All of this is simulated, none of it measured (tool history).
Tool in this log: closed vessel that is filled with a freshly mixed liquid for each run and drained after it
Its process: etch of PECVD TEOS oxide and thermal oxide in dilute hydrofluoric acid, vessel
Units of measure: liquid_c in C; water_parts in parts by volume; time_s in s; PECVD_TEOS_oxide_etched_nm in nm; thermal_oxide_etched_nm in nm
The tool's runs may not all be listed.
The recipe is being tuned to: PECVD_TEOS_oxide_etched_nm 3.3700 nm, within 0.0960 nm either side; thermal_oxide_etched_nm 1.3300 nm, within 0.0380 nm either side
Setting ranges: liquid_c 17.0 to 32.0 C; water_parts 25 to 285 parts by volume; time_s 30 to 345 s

run    day  liquid_c  water_parts  time_s  PECVD_TEOS_oxide_etched_nm  thermal_oxide_etched_nm
  1  0.000      24.0          155     175                     13.1890                   5.1738
  2  0.138      23.5          170     175                     11.5840                   4.5814
  3  0.171      23.0          185     170                      9.9466                   3.9409
  4  0.458      23.0          205     170                      8.8695                   3.4217
  5  0.708      23.0          250     170                      6.8981                   2.7302
  6  0.992      22.5          255     165                      6.3755                   2.5407
  7  1.021      22.0          260     160                      5.9803                   2.3439
  8  1.192      21.5          265     155                      5.4975                   2.2126
  9  1.288      20.0          285      90                      2.8065                   1.0990
 10  1.471      20.5          285      90                      2.8791                   1.1209
 11  1.554      21.0          285      90                      2.8836                   1.1372
 12  1.742      21.5          285      90                      2.9384                   1.1579
 13  2.046      21.5          285      90                      2.9621                   1.1481
 14  2.358      22.0          275      90                      3.1055                   1.2198
 15  2.571      22.5          275      90                      3.1800                   1.2375

Consider the 4 candidate settings below. Which is the only one whose results all fall within their allowed miss of target?
  A  2.783      23.0          245      70                           ?                        ?
  B  2.783      22.5          240      80                           ?                        ?
  C  2.783      27.0          140      30                           ?                        ?
  D  2.783      23.5          255      75                           ?                        ?

move  PECVD_TEOS_oxide_etched_nm  thermal_oxide_etched_nm
   A                      2.9107                   1.1596
   B                      3.3511                   1.3351
   C                      2.8427                   1.1326
   D                      3.0204                   1.2034
A: misses by more than the last run did
B: each result inside its tolerance
C: misses by more than the last run did
D: misses by more than the last run did
Move B is the one to make.

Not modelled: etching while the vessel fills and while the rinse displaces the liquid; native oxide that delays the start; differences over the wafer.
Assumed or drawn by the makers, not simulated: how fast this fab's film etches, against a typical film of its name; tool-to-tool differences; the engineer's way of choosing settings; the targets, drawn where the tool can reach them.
